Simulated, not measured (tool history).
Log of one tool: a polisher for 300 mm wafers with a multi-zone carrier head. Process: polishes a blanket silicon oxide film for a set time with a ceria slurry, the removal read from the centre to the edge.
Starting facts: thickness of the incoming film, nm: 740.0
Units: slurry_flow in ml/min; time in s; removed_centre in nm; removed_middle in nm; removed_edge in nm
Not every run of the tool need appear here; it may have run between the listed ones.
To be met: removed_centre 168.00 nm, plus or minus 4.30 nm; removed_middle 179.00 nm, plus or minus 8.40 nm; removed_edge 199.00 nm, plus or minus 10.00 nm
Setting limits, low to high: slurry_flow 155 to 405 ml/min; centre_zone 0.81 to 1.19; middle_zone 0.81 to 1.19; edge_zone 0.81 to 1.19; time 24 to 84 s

{"run": 1, "day": 0.0, "slurry_flow": 260, "centre_zone": 1.0, "middle_zone": 1.0, "edge_zone": 1.0, "time": 54, "removed_centre": 245.68, "removed_middle": 244.01, "removed_edge": 248.26}
{"run": 2, "day": 0.029, "slurry_flow": 260, "centre_zone": 1.0, "middle_zone": 1.0, "edge_zone": 1.0, "time": 60, "removed_centre": 273.22, "removed_middle": 274.66, "removed_edge": 270.9}
{"run": 3, "day": 0.075, "slurry_flow": 290, "centre_zone": 1.0, "middle_zone": 1.0, "edge_zone": 1.0, "time": 60, "removed_centre": 272.33, "removed_middle": 281.99, "removed_edge": 269.96}
{"run": 4, "day": 0.15, "slurry_flow": 330, "centre_zone": 1.0, "middle_zone": 1.0, "edge_zone": 1.0, "time": 60, "removed_centre": 279.51, "removed_middle": 283.26, "removed_edge": 277.77}
{"run": 5, "day": 0.196, "slurry_flow": 330, "centre_zone": 1.0, "middle_zone": 0.96, "edge_zone": 1.0, "time": 60, "removed_centre": 280.97, "removed_middle": 262.8, "removed_edge": 276.13}
{"run": 6, "day": 0.475, "slurry_flow": 330, "centre_zone": 1.0, "middle_zone": 0.89, "edge_zone": 1.0, "time": 60, "removed_centre": 281.37, "removed_middle": 248.84, "removed_edge": 274.25}
{"run": 7, "day": 0.754, "slurry_flow": 325, "centre_zone": 0.97, "middle_zone": 0.89, "edge_zone": 0.99, "time": 58, "removed_centre": 262.27, "removed_middle": 243.86, "removed_edge": 264.59}
{"run": 8, "day": 0.888, "slurry_flow": 270, "centre_zone": 0.87, "middle_zone": 0.81, "edge_zone": 0.96, "time": 43, "removed_centre": 174.76, "removed_middle": 168.23, "removed_edge": 196.75}
{"run": 9, "day": 1.062, "slurry_flow": 270, "centre_zone": 0.86, "middle_zone": 0.82, "edge_zone": 0.96, "time": 43, "removed_centre": 171.4, "removed_middle": 166.09, "removed_edge": 194.39}
{"run": 10, "day": 1.3, "slurry_flow": 265, "centre_zone": 0.82, "middle_zone": 0.92, "edge_zone": 0.99, "time": 45, "removed_centre": 171.24, "removed_middle": 194.55, "removed_edge": 204.54}

Pick the move, out of 5, that brings all results within their allowed miss; only one does.
{"run": "A", "day": 1.538, "slurry_flow": 200, "centre_zone": 0.86, "middle_zone": 1.05, "edge_zone": 1.06, "time": 43, "removed_centre": "?", "removed_middle": "?", "removed_edge": "?"}
{"run": "B", "day": 1.538, "slurry_flow": 210, "centre_zone": 0.81, "middle_zone": 0.99, "edge_zone": 0.96, "time": 45, "removed_centre": "?", "removed_middle": "?", "removed_edge": "?"}
{"run": "C", "day": 1.538, "slurry_flow": 310, "centre_zone": 0.82, "middle_zone": 0.91, "edge_zone": 1.03, "time": 46, "removed_centre": "?", "removed_middle": "?", "removed_edge": "?"}
{"run": "D", "day": 1.538, "slurry_flow": 160, "centre_zone": 0.82, "middle_zone": 0.87, "edge_zone": 0.96, "time": 46, "removed_centre": "?", "removed_middle": "?", "removed_edge": "?"}
{"run": "E", "day": 1.538, "slurry_flow": 285, "centre_zone": 0.81, "middle_zone": 0.93, "edge_zone": 1.11, "time": 41, "removed_centre": "?", "removed_middle": "?", "removed_edge": "?"}

move=A removed_centre=167.69 removed_middle=202.10 removed_edge=197.13
move=B removed_centre=167.00 removed_middle=202.01 removed_edge=197.29
move=C removed_centre=177.74 removed_middle=197.71 removed_edge=213.18
move=D removed_centre=168.65 removed_middle=181.74 removed_edge=199.03
move=E removed_centre=155.76 removed_middle=178.42 removed_edge=196.34
A: its largest miss is bigger than the last run's
B: its largest miss is bigger than the last run's
C: its largest miss is bigger than the last run's
D: all results in spec
E: corrects the largest miss of the last run, while another result sits out of spec
Move D is the one to make.
